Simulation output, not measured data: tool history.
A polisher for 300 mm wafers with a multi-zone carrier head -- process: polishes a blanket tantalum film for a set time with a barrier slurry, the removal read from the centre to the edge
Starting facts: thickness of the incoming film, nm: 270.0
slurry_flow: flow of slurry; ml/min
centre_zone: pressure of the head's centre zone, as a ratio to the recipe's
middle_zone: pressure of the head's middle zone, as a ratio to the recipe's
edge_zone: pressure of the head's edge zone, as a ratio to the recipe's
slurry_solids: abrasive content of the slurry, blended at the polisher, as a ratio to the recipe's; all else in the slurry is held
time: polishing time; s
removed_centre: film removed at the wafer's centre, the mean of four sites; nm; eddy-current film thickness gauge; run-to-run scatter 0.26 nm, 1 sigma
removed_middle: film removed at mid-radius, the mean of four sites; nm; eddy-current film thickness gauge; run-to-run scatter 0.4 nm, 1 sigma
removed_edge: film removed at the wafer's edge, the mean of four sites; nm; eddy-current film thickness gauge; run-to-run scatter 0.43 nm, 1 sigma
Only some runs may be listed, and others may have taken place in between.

| run | hour | slurry_flow | centre_zone | middle_zone | edge_zone | slurry_solids | time | removed_centre | removed_middle | removed_edge |
|---|---|---|---|---|---|---|---|---|---|---|
| 1 | 0.0 | 155 | 1.00 | 1.00 | 1.00 | 1.00 | 40 | 51.441 | 52.363 | 52.847 |
| 2 | 8.6 | 150 | 0.97 | 0.98 | 1.01 | 0.95 | 40 | 49.374 | 51.166 | 51.965 |
| 3 | 17.0 | 150 | 0.97 | 0.98 | 0.98 | 0.95 | 40 | 49.912 | 50.980 | 50.738 |
| 4 | 20.1 | 150 | 0.97 | 0.98 | 0.98 | 0.95 | 48 | 58.749 | 61.286 | 61.107 |
| 5 | 22.0 | 145 | 0.94 | 0.96 | 1.01 | 0.90 | 47 | 54.581 | 57.256 | 58.954 |
| 6 | 26.7 | 145 | 0.94 | 0.96 | 1.01 | 0.80 | 47 | 54.409 | 56.395 | 58.004 |
| 7 | 32.1 | 145 | 0.94 | 0.96 | 1.01 | 0.80 | 47 | 53.418 | 56.188 | 57.786 |
| 8 | 33.4 | 140 | 0.92 | 0.94 | 1.03 | 0.75 | 46 | 50.402 | 52.253 | 57.077 |
| 9 | 35.1 | 135 | 0.90 | 0.93 | 1.03 | 0.70 | 45 | 47.012 | 50.130 | 54.648 |
| 10 | 38.8 | 130 | 0.89 | 0.92 | 1.03 | 0.65 | 45 | 45.085 | 48.635 | 53.721 |

Run 11, settings as shown, results not yet in. Your forecast:
| 11 | 47.8 | 125 | 0.88 | 0.90 | 1.02 | 0.65 | 45 | ? | ? | ? |

{"run 11": {"removed_centre": 45.269, "removed_middle": 47.799, "removed_edge": 53.091}}
